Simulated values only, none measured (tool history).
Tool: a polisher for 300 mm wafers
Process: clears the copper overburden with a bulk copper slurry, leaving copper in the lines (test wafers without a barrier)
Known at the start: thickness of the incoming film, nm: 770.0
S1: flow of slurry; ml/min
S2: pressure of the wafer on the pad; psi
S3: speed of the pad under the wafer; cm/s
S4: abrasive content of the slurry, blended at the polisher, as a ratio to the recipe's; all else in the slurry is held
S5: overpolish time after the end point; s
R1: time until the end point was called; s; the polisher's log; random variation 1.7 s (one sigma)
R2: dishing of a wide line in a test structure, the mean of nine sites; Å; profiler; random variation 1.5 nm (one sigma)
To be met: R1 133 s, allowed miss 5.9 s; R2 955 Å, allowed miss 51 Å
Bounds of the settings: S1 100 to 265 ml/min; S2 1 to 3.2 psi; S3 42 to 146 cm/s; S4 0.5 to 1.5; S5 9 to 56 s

{"run": 1, "day": 0.0, "S1": 170, "S2": 2.1, "S3": 94, "S4": 1, "S5": 29, "R1": 110.95, "R2": 926.55}
{"run": 2, "day": 0.112, "S1": 170, "S2": 1.8, "S3": 94, "S4": 1, "S5": 29, "R1": 120.35, "R2": 838.98}
{"run": 3, "day": 0.221, "S1": 170, "S2": 1.8, "S3": 72, "S4": 1, "S5": 29, "R1": 147.39, "R2": 730.29}
{"run": 4, "day": 0.429, "S1": 170, "S2": 1.8, "S3": 72, "S4": 1, "S5": 22, "R1": 149.18, "R2": 640.54}
{"run": 5, "day": 0.6, "S1": 170, "S2": 1.8, "S3": 72, "S4": 1, "S5": 12, "R1": 146.94, "R2": 409.49}
{"run": 6, "day": 0.646, "S1": 205, "S2": 1.8, "S3": 72, "S4": 1, "S5": 12, "R1": 144.52, "R2": 419.6}
{"run": 7, "day": 0.8, "S1": 200, "S2": 1.9, "S3": 70, "S4": 1, "S5": 18, "R1": 145.75, "R2": 580.44}
{"run": 8, "day": 1.129, "S1": 160, "S2": 2.5, "S3": 60, "S4": 1, "S5": 25, "R1": 134.02, "R2": 734.32}
{"run": 9, "day": 1.325, "S1": 160, "S2": 2.5, "S3": 60, "S4": 1, "S5": 27, "R1": 135.03, "R2": 804.61}
{"run": 10, "day": 1.362, "S1": 160, "S2": 2.5, "S3": 60, "S4": 1, "S5": 28, "R1": 134.85, "R2": 818.4}
{"run": 11, "day": 1.662, "S1": 160, "S2": 2.5, "S3": 60, "S4": 1, "S5": 29, "R1": 135.2, "R2": 833.33}

5 next moves are on the table. One of them brings every result within its allowed miss. Which?
{"run": "A", "day": 1.962, "S1": 185, "S2": 2.5, "S3": 60, "S4": 0.9, "S5": 21, "R1": "?", "R2": "?"}
{"run": "B", "day": 1.962, "S1": 145, "S2": 2.3, "S3": 56, "S4": 1.1, "S5": 34, "R1": "?", "R2": "?"}
{"run": "C", "day": 1.962, "S1": 165, "S2": 2.3, "S3": 78, "S4": 1.15, "S5": 26, "R1": "?", "R2": "?"}
{"run": "D", "day": 1.962, "S1": 180, "S2": 2.6, "S3": 58, "S4": 0.95, "S5": 37, "R1": "?", "R2": "?"}
{"run": "E", "day": 1.962, "S1": 150, "S2": 2.3, "S3": 68, "S4": 0.85, "S5": 23, "R1": "?", "R2": "?"}

move=A R1=134.38 R2=682.53
move=B R1=149.54 R2=840.83
move=C R1=114.96 R2=838.56
move=D R1=132.89 R2=943.27
move=E R1=135.33 R2=713.48
A: further off than the last run
B: further off than the last run
C: further off than the last run
D: meets every target
E: further off than the last run
The right move is D.
